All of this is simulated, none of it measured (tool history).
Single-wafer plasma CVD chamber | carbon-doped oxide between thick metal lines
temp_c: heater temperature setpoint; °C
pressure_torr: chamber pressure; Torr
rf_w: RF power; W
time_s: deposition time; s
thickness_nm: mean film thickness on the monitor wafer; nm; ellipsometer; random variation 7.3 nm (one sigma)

run 1 hour=0.0 | temp_c=340 pressure_torr=5.09 rf_w=665 time_s=248 | thickness_nm=1427.8
run 2 hour=4.4 | temp_c=343 pressure_torr=4.65 rf_w=645 time_s=248 | thickness_nm=1362.8
run 3 hour=12.7 | temp_c=333 pressure_torr=4.65 rf_w=645 time_s=248 | thickness_nm=1410.6
run 4 hour=20.4 | temp_c=333 pressure_torr=5.55 rf_w=645 time_s=248 | thickness_nm=1451.7
run 5 hour=23.5 | temp_c=338 pressure_torr=5.06 rf_w=625 time_s=248 | thickness_nm=1371.0
run 6 hour=31.7 | temp_c=338 pressure_torr=5.06 rf_w=705 time_s=248 | thickness_nm=1502.6
run 7 hour=32.7 | temp_c=343 pressure_torr=4.55 rf_w=680 time_s=248 | thickness_nm=1428.8
run 8 hour=37.8 | temp_c=346 pressure_torr=4.31 rf_w=655 time_s=248 | thickness_nm=1348.4

The next listed run, before its measurement:
run 9 hour=40.9 | temp_c=349 pressure_torr=4.11 rf_w=650 time_s=248 | thickness_nm=?

{"run 9": {"thickness_nm": 1347.0}}

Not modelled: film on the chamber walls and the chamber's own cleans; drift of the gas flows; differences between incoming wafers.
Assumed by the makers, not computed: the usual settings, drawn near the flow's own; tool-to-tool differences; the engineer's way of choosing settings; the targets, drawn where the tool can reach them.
